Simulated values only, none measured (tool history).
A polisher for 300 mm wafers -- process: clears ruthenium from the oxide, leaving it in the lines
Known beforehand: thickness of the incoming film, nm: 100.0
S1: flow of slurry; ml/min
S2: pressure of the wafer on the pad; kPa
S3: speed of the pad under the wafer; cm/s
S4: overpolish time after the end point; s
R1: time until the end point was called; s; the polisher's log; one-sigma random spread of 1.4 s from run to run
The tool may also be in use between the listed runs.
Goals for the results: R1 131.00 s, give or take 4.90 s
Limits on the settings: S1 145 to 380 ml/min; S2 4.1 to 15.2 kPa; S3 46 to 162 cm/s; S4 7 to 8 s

run	hour	S1	S2	S3	S4	R1
1	0.0	245	9.7	104	8	150.34
2	7.9	245	6.9	104	8	208.69
3	12.0	245	4.8	104	8	295.30
4	15.3	245	4.8	88	8	344.54
5	24.3	245	4.1	88	8	397.48
6	32.7	245	6.2	88	8	271.77
7	36.1	245	7.6	88	8	224.06
8	41.5	250	10.3	90	8	162.28
9	49.2	250	11.0	90	8	152.91
10	53.7	250	11.7	90	8	142.03

Which one of the following 4 next-run settings gets every result inside its allowed miss? There is exactly one.
A	58.2	285	11.0	84	7	?
B	58.2	325	11.0	90	8	?
C	58.2	285	9.7	118	7	?
D	58.2	290	11.0	88	8	?

move	R1
A	161.18
B	148.95
C	132.04
D	153.84
A: its largest miss is bigger than the last run's
B: its largest miss is bigger than the last run's
C: hits every target within its allowed miss
D: its largest miss is bigger than the last run's
The right move is C.
